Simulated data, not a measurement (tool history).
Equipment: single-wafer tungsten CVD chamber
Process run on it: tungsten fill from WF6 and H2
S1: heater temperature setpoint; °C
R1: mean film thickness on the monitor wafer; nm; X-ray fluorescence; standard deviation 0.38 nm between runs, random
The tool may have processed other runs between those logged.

run 1 hour=0.0 | S1=380 chamber_pressure_(mTorr)=47800 deposition_time_(s)=41.8 | R1=103.210
run 2 hour=7.7 | S1=380 chamber_pressure_(mTorr)=44700 deposition_time_(s)=41.8 | R1=98.332
run 3 hour=14.6 | S1=380 chamber_pressure_(mTorr)=49600 deposition_time_(s)=41.8 | R1=105.050
run 4 hour=19.8 | S1=380 chamber_pressure_(mTorr)=49600 deposition_time_(s)=41.8 | R1=106.050
run 5 hour=21.3 | S1=380 chamber_pressure_(mTorr)=49600 deposition_time_(s)=43.1 | R1=107.550
run 6 hour=25.3 | S1=375 chamber_pressure_(mTorr)=49300 deposition_time_(s)=43.1 | R1=95.381
run 7 hour=27.9 | S1=372 chamber_pressure_(mTorr)=49200 deposition_time_(s)=43.1 | R1=89.060
run 8 hour=30.9 | S1=370 chamber_pressure_(mTorr)=49100 deposition_time_(s)=43.1 | R1=85.073

Expected results for the next run?
run 9 hour=37.8 | S1=369 chamber_pressure_(mTorr)=49000 deposition_time_(s)=43.1 | R1=?

R1: 83.219 nm
